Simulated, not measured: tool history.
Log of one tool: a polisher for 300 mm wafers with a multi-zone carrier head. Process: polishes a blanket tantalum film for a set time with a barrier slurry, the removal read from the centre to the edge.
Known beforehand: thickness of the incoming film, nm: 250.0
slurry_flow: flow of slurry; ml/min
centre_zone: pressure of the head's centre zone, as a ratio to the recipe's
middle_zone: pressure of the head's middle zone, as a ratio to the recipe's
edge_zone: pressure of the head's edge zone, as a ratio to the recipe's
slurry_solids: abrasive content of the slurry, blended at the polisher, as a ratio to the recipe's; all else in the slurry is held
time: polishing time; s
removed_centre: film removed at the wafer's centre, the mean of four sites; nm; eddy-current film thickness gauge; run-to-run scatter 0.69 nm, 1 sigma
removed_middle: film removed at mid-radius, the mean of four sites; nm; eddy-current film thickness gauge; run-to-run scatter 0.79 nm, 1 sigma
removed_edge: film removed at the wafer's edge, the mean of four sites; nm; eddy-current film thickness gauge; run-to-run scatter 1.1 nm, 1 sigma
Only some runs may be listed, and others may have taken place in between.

Run 1, day 0.000: slurry_flow 245 ml/min, centre_zone 1.00, middle_zone 1.00, edge_zone 1.00, slurry_solids 1.00, time 60 s. Result: removed_centre 87.359 nm, removed_middle 78.013 nm, removed_edge 79.518 nm.
Run 2, day 0.029: slurry_flow 240 ml/min, centre_zone 0.96, middle_zone 0.99, edge_zone 1.00, slurry_solids 0.95, time 60 s. Result: removed_centre 80.598 nm, removed_middle 76.423 nm, removed_edge 78.430 nm.
Run 3, day 0.279: slurry_flow 240 ml/min, centre_zone 0.99, middle_zone 0.99, edge_zone 1.00, slurry_solids 0.95, time 60 s. Result: removed_centre 82.766 nm, removed_middle 76.098 nm, removed_edge 79.596 nm.
Run 4, day 0.575: slurry_flow 235 ml/min, centre_zone 0.96, middle_zone 0.98, edge_zone 0.99, slurry_solids 0.95, time 60 s. Result: removed_centre 79.478 nm, removed_middle 76.401 nm, removed_edge 80.370 nm.
Run 5, day 0.883: slurry_flow 235 ml/min, centre_zone 0.92, middle_zone 0.98, edge_zone 0.99, slurry_solids 0.95, time 60 s. Result: removed_centre 78.465 nm, removed_middle 78.461 nm, removed_edge 78.175 nm.
Run 6, day 1.138: slurry_flow 230 ml/min, centre_zone 0.91, middle_zone 0.97, edge_zone 0.99, slurry_solids 0.90, time 60 s. Result: removed_centre 75.525 nm, removed_middle 75.547 nm, removed_edge 76.819 nm.
Run 7, day 1.350: slurry_flow 225 ml/min, centre_zone 0.89, middle_zone 0.96, edge_zone 0.99, slurry_solids 0.90, time 60 s. Result: removed_centre 72.710 nm, removed_middle 72.596 nm, removed_edge 75.290 nm.

Expected results for the next run?
At day 1.462: centre zone pressure recalibrated.
Run 8, day 1.462: slurry_flow 215 ml/min, centre_zone 0.88, middle_zone 0.96, edge_zone 0.99, slurry_solids 0.90, time 60 s. Result: removed_centre ?, removed_middle ?, removed_edge ?.

For run 8 the tool returned removed_centre 66.730 nm, removed_middle 72.565 nm, removed_edge 76.218 nm.

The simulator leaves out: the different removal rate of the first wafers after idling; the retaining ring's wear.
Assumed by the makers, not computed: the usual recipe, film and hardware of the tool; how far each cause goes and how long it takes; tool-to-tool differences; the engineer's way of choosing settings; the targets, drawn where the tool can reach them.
